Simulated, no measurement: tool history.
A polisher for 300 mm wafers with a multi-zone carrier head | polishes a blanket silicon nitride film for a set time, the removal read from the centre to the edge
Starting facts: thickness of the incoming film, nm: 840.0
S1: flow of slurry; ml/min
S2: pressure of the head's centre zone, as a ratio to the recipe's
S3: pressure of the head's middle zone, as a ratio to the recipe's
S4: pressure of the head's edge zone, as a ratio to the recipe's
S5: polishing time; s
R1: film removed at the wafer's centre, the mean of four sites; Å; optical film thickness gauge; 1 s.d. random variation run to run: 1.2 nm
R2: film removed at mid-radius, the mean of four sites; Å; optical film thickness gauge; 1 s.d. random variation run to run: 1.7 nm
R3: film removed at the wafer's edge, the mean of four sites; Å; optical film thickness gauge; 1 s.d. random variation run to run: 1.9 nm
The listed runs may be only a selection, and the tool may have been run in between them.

run	hour	S1	S2	S3	S4	S5	R1	R2	R3
1	0.0	125	1.00	1.00	1.00	90	2282.1	2049.3	2118.0
2	1.0	115	0.95	1.00	0.96	88	2078.1	1992.0	2016.6
3	8.0	115	0.95	1.00	0.96	96	2261.5	2147.4	2208.8
4	10.1	110	0.92	1.00	0.93	91	2047.4	2042.8	2061.2
5	17.8	85	0.92	1.00	0.93	91	1933.3	1972.4	2010.9
6	18.9	105	0.92	1.00	0.93	91	2052.5	2027.1	2056.6

Expected results for the next run?
7	24.1	85	0.82	0.98	0.83	78	?	?	?

Run 7 produced R1 1494.1 Å, R2 1641.7 Å, R3 1633.9 Å.
